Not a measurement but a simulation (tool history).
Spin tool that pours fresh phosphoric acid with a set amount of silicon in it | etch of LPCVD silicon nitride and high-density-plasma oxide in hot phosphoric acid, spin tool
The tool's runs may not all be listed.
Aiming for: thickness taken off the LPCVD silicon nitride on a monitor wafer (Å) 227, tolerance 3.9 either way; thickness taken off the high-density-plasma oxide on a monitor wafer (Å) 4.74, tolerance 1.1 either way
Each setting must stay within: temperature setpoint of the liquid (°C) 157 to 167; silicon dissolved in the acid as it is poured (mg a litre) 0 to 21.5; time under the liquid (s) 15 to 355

run    day  temperature setpoint of the liquid (°C)  silicon dissolved in the acid as it is poured (mg a litre)  time under the liquid (s)  thickness taken off the LPCVD silicon nitride on a monitor wafer (Å)  thickness taken off the high-density-plasma oxide on a monitor wafer (Å)
  1      0                                      162                                                         9.5                        180                                                                152.01                                                                    4.1538
  2  0.362                                      162                                                         9.5                        120                                                                102.25                                                                    2.9538
  3  0.733                                      162                                                          13                        120                                                                102.01                                                                    2.7319
  4    0.8                                      162                                                         9.5                        120                                                                101.73                                                                    2.7057
  5  1.025                                      162                                                         9.5                        160                                                                136.66                                                                    4.1755
  6   1.25                                    162.5                                                        11.5                        170                                                                146.67                                                                    4.0431
  7  1.404                                      163                                                          13                        175                                                                153.59                                                                    4.4121
  8  1.717                                      163                                                        14.5                        185                                                                163.05                                                                    4.8412
  9  1.746                                      163                                                          15                        195                                                                171.28                                                                    4.1789
 10  1.854                                    163.5                                                          16                        200                                                                 178.5                                                                    4.6396
 11  2.183                                    163.5                                                          17                        205                                                                184.18                                                                    4.6751
 12  2.375                                    163.5                                                          18                        210                                                                188.36                                                                    5.1433
 13  2.717                                      164                                                          18                        210                                                                 190.2                                                                    4.6887
 14  3.067                                    164.5                                                        18.5                        215                                                                 197.8                                                                    5.1787
 15  3.267                                    164.5                                                          19                        220                                                                204.55                                                                    5.0172
 16  3.454                                    164.5                                                          19                        220                                                                203.48                                                                    5.1436
 17  3.538                                    164.5                                                        19.5                        225                                                                208.72                                                                     5.231
 18  3.812                                    164.5                                                          20                        225                                                                208.14                                                                    4.3572
 19  4.129                                      165                                                          20                        225                                                                210.58                                                                     4.998
 20  4.308                                      165                                                        20.5                        225                                                                212.25                                                                    5.0526

Of the 4 settings listed for the next run, only one would bring every result within its allowed miss of target. Which one?
  A  4.488                                    165.5                                                        21.5                        245                                                                     ?                                                                         ?
  B  4.488                                    164.5                                                        21.5                        205                                                                     ?                                                                         ?
  C  4.488                                      164                                                        21.5                        250                                                                     ?                                                                         ?
  D  4.488                                    163.5                                                          21                        205                                                                     ?                                                                         ?

move  thickness taken off the LPCVD silicon nitride on a monitor wafer (Å)  thickness taken off the high-density-plasma oxide on a monitor wafer (Å)
   A                                                                233.85                                                                    5.7255
   B                                                                189.35                                                                     4.456
   C                                                                227.15                                                                    5.2403
   D                                                                183.21                                                                    4.2052
A: the result that was furthest off in the last run now lies on the other side of its target
B: moves away from the targets compared with the last run
C: each result inside its tolerance
D: moves away from the targets compared with the last run
C meets every target.

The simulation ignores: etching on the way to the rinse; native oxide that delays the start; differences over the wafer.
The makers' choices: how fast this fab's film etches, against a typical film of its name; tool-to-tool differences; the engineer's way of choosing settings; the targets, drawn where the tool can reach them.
